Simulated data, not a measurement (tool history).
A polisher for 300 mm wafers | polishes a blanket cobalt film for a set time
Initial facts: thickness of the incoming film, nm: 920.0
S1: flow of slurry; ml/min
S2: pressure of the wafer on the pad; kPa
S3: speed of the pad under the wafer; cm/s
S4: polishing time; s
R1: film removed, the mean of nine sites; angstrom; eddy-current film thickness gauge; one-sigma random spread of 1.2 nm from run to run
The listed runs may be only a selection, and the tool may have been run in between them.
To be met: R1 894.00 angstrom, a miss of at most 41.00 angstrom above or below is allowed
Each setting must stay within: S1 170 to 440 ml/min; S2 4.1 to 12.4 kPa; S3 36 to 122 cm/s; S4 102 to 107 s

run,day,S1,S2,S3,S4,R1
1,0.000,280,8.3,78,102,1957.80
2,0.046,280,8.3,68,102,1729.00
3,0.250,280,8.3,68,102,1735.40
4,0.517,280,8.3,48,102,1217.10
# day 0.862: head pressure recalibrated
5,0.862,220,8.3,48,102,1305.90
6,1.229,230,7.6,48,102,1228.90
7,1.458,240,6.9,48,102,1126.20
8,1.817,245,6.2,48,102,1041.50
9,1.850,250,6.2,48,102,1013.10
10,2.146,260,6.2,48,102,1066.40

Consider the 4 candidate settings below. Which is the only one whose results all fall within their allowed miss of target?
A,2.442,355,4.8,50,104,?
B,2.442,170,5.5,42,102,?
C,2.442,180,5.5,42,107,?
D,2.442,285,5.5,40,103,?

move,R1
A,888.50
B,766.96
C,810.97
D,784.86
A: every result lands within tolerance
B: carries the result that was furthest off beyond its target, to the other side
C: carries the result that was furthest off beyond its target, to the other side
D: carries the result that was furthest off beyond its target, to the other side
The right move is A.

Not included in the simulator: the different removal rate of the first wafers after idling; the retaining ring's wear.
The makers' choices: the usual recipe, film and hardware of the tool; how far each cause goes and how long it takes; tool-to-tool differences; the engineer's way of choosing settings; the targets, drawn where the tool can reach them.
